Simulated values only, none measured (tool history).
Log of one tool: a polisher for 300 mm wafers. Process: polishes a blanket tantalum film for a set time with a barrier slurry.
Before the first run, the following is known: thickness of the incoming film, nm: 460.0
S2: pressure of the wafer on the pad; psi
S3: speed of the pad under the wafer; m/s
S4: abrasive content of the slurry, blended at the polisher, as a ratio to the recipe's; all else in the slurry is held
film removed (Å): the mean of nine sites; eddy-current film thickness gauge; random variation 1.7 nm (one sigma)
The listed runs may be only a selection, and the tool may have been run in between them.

Run 1, day 0.000: flow of slurry (ml/min) 275, S2 1.5 psi, S3 1.20 m/s, S4 1.0, polishing time (s) 82. Result: film removed (Å) 961.12.
Run 2, day 0.212: flow of slurry (ml/min) 275, S2 1.7 psi, S3 1.22 m/s, S4 1.0, polishing time (s) 82. Result: film removed (Å) 1104.10.
Run 3, day 0.483: flow of slurry (ml/min) 275, S2 1.7 psi, S3 1.22 m/s, S4 1.0, polishing time (s) 86. Result: film removed (Å) 1153.70.
Run 4, day 0.688: flow of slurry (ml/min) 275, S2 1.8 psi, S3 1.22 m/s, S4 1.0, polishing time (s) 86. Result: film removed (Å) 1229.40.
Run 5, day 0.983: flow of slurry (ml/min) 310, S2 1.8 psi, S3 1.22 m/s, S4 1.0, polishing time (s) 86. Result: film removed (Å) 1241.20.
At day 1.350: slurry nozzle cleaned.
Run 6, day 1.350: flow of slurry (ml/min) 310, S2 1.9 psi, S3 1.22 m/s, S4 1.0, polishing time (s) 86. Result: film removed (Å) 1406.60.
Run 7, day 1.617: flow of slurry (ml/min) 310, S2 2.0 psi, S3 1.22 m/s, S4 1.0, polishing time (s) 86. Result: film removed (Å) 1487.10.

The next listed run, before its measurement:
Run 8, day 1.900: flow of slurry (ml/min) 315, S2 2.0 psi, S3 1.22 m/s, S4 1.0, polishing time (s) 86. Result: film removed (Å) ?.

film removed (Å): 1466.40
